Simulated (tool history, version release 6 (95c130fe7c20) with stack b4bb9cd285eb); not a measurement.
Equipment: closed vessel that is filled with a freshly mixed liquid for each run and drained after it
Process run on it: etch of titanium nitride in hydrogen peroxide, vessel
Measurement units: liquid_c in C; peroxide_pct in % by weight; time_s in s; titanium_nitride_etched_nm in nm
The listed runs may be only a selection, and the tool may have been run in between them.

{"run": 1, "hour": 0.0, "liquid_c": 50, "peroxide_pct": 22.5, "time_s": 395, "titanium_nitride_etched_nm": 13.73}
{"run": 2, "hour": 3.8, "liquid_c": 51, "peroxide_pct": 22.5, "time_s": 395, "titanium_nitride_etched_nm": 14.883}
{"run": 3, "hour": 5.2, "liquid_c": 52, "peroxide_pct": 22.5, "time_s": 395, "titanium_nitride_etched_nm": 15.852}
{"run": 4, "hour": 8.3, "liquid_c": 53, "peroxide_pct": 22.5, "time_s": 395, "titanium_nitride_etched_nm": 17.184}
{"run": 5, "hour": 16.8, "liquid_c": 54, "peroxide_pct": 22.5, "time_s": 395, "titanium_nitride_etched_nm": 18.409}
{"run": 6, "hour": 22.7, "liquid_c": 48.5, "peroxide_pct": 22.5, "time_s": 395, "titanium_nitride_etched_nm": 12.342}
{"run": 7, "hour": 26.6, "liquid_c": 50, "peroxide_pct": 22.5, "time_s": 395, "titanium_nitride_etched_nm": 13.826}

Run 8 comes next. What will it give?
{"run": 8, "hour": 32.5, "liquid_c": 51, "peroxide_pct": 22.5, "time_s": 395, "titanium_nitride_etched_nm": "?"}

Run 8 yielded titanium_nitride_etched_nm 14.874 nm.
